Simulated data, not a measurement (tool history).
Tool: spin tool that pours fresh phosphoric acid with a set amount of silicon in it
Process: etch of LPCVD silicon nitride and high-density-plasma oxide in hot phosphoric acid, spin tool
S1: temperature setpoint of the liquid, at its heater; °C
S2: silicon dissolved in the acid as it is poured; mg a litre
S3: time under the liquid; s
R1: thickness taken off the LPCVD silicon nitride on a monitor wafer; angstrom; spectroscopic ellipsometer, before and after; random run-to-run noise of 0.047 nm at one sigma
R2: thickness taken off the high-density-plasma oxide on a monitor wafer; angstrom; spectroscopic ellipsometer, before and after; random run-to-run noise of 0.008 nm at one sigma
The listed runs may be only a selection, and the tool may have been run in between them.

{"run": 1, "hour": 0.0, "S1": 162, "S2": 10, "S3": 130, "R1": 123.16, "R2": 2.5019}
{"run": 2, "hour": 3.0, "S1": 162, "S2": 7.5, "S3": 130, "R1": 121.3, "R2": 2.7093}
{"run": 3, "hour": 9.7, "S1": 163.5, "S2": 7.5, "S3": 130, "R1": 131.2, "R2": 3.4708}
{"run": 4, "hour": 15.9, "S1": 163.5, "S2": 7.5, "S3": 160, "R1": 160.83, "R2": 4.1756}
{"run": 5, "hour": 23.2, "S1": 163.5, "S2": 7.5, "S3": 140, "R1": 140.36, "R2": 3.3013}
{"run": 6, "hour": 28.0, "S1": 162, "S2": 7.5, "S3": 140, "R1": 132.07, "R2": 3.4081}
{"run": 7, "hour": 34.0, "S1": 161, "S2": 8, "S3": 100, "R1": 92.333, "R2": 2.5496}
{"run": 8, "hour": 41.9, "S1": 160, "S2": 11.5, "S3": 75, "R1": 66.23, "R2": 1.4363}
{"run": 9, "hour": 48.7, "S1": 160, "S2": 11.5, "S3": 75, "R1": 65.805, "R2": 1.462}
{"run": 10, "hour": 54.0, "S1": 159.5, "S2": 13, "S3": 70, "R1": 60.208, "R2": 1.0947}
{"run": 11, "hour": 57.7, "S1": 159, "S2": 13, "S3": 65, "R1": 56.338, "R2": 1.2175}
{"run": 12, "hour": 62.1, "S1": 158.5, "S2": 14.5, "S3": 65, "R1": 53.921, "R2": 1.089}
{"run": 13, "hour": 68.9, "S1": 157, "S2": 17, "S3": 50, "R1": 40.53, "R2": 0.76312}

Estimate the outcome of run 14 from the log above:
{"run": 14, "hour": 73.0, "S1": 157.5, "S2": 17, "S3": 50, "R1": "?", "R2": "?"}

R1: 40.755 angstrom
R2: 0.65816 angstrom

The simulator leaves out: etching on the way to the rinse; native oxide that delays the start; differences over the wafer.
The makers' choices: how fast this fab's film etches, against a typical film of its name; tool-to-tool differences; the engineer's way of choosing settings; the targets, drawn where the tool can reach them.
